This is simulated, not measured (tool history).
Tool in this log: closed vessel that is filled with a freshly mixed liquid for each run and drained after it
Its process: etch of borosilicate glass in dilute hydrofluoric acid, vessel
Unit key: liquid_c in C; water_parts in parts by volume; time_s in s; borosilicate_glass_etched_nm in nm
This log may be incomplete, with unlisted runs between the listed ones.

run  hour  liquid_c  water_parts  time_s  borosilicate_glass_etched_nm
  1   0.0      22.0          215      30                        4.7926
  2   3.3      22.0          215      30                        4.7913
  3   5.9      22.0          150      30                        7.2816
  4  10.3      24.0          125      30                        9.7263
  5  12.9      25.5          125      30                       10.3600
  6  14.7      25.5          155      30                        8.0212
  7  21.2      26.5          130      30                       10.2610

Forecast run 8:
  8  26.9      26.5          130      30                             ?

borosilicate_glass_etched_nm: 10.2560 nm
